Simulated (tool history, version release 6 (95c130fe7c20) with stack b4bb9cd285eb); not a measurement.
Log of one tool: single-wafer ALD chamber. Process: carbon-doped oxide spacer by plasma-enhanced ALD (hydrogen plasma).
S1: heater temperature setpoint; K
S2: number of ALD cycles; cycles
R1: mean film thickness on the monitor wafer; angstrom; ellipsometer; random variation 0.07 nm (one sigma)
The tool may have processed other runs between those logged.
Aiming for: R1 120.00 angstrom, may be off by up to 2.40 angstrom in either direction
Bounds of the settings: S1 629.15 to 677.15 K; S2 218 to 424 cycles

run 1 day=0.000 | S1=653.15 S2=321 | R1=158.79
run 2 day=0.233 | S1=653.15 S2=354 | R1=173.72
run 3 day=0.296 | S1=653.15 S2=327 | R1=162.21
run 4 day=0.446 | S1=653.15 S2=305 | R1=147.96
run 5 day=0.733 | S1=653.15 S2=293 | R1=143.59
run 6 day=0.967 | S1=659.15 S2=293 | R1=143.72
run 7 day=1.117 | S1=659.15 S2=282 | R1=136.74
run 8 day=1.329 | S1=659.15 S2=274 | R1=133.35
run 9 day=1.462 | S1=659.15 S2=268 | R1=130.91
run 10 day=1.779 | S1=659.15 S2=263 | R1=128.52
run 11 day=1.992 | S1=659.15 S2=259 | R1=127.53
run 12 day=2.046 | S1=659.15 S2=255 | R1=124.11
run 13 day=2.108 | S1=659.15 S2=253 | R1=125.85
run 14 day=2.154 | S1=659.15 S2=250 | R1=121.37
run 15 day=2.346 | S1=659.15 S2=250 | R1=123.48

4 next moves are on the table. One of them brings every result within its allowed miss. Which?
run A day=2.538 | S1=662.15 S2=254 | R1=?
run B day=2.538 | S1=676.15 S2=237 | R1=?
run C day=2.538 | S1=663.15 S2=256 | R1=?
run D day=2.538 | S1=664.15 S2=246 | R1=?

move=A R1=124.89
move=B R1=116.45
move=C R1=125.88
move=D R1=120.96
A: moves away from the targets compared with the last run
B: the result that was furthest off in the last run now lies on the other side of its target
C: moves away from the targets compared with the last run
D: all results land within tolerance of their targets
Move D is the one to make.
